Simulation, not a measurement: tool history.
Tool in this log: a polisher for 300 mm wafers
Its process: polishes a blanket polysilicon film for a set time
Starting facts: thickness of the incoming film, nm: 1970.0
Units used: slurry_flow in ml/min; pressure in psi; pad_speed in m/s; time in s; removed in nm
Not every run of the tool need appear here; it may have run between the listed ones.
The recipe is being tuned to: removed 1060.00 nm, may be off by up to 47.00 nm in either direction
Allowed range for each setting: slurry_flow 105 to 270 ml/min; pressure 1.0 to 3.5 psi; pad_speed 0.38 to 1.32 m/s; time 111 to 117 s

Run 1, hour 0.0: slurry_flow 175 ml/min, pressure 2.2 psi, pad_speed 0.84 m/s, time 111 s. Result: removed 665.67 nm.
Run 2, hour 8.7: slurry_flow 175 ml/min, pressure 2.2 psi, pad_speed 0.92 m/s, time 111 s. Result: removed 684.52 nm.
Run 3, hour 13.4: slurry_flow 175 ml/min, pressure 2.2 psi, pad_speed 0.92 m/s, time 117 s. Result: removed 742.83 nm.
Run 4, hour 21.7: slurry_flow 155 ml/min, pressure 2.2 psi, pad_speed 0.92 m/s, time 117 s. Result: removed 722.49 nm.
Run 5, hour 26.9: slurry_flow 155 ml/min, pressure 2.7 psi, pad_speed 0.92 m/s, time 117 s. Result: removed 893.27 nm.
Run 6, hour 32.6: slurry_flow 165 ml/min, pressure 2.8 psi, pad_speed 0.92 m/s, time 117 s. Result: removed 932.63 nm.
Run 7, hour 38.8: slurry_flow 170 ml/min, pressure 2.9 psi, pad_speed 0.92 m/s, time 117 s. Result: removed 966.86 nm.
Run 8, hour 45.9: slurry_flow 170 ml/min, pressure 3.0 psi, pad_speed 0.92 m/s, time 117 s. Result: removed 983.99 nm.

Which of these 5 next moves meets every target?
Run A, hour 53.0: slurry_flow 175 ml/min, pressure 3.0 psi, pad_speed 0.92 m/s, time 114 s. Result: removed ?.
Run B, hour 53.0: slurry_flow 165 ml/min, pressure 2.7 psi, pad_speed 0.98 m/s, time 117 s. Result: removed ?.
Run C, hour 53.0: slurry_flow 175 ml/min, pressure 3.3 psi, pad_speed 0.92 m/s, time 112 s. Result: removed ?.
Run D, hour 53.0: slurry_flow 165 ml/min, pressure 3.3 psi, pad_speed 1.02 m/s, time 117 s. Result: removed ?.
Run E, hour 53.0: slurry_flow 145 ml/min, pressure 3.2 psi, pad_speed 0.88 m/s, time 111 s. Result: removed ?.

move  removed
   A   972.85
   B   948.50
   C  1049.20
   D  1200.00
   E   933.83
A: moves away from the targets compared with the last run
B: moves away from the targets compared with the last run
C: each result inside its tolerance
D: takes the result that was furthest off past its target
E: moves away from the targets compared with the last run
Correct choice: C, which meets every target

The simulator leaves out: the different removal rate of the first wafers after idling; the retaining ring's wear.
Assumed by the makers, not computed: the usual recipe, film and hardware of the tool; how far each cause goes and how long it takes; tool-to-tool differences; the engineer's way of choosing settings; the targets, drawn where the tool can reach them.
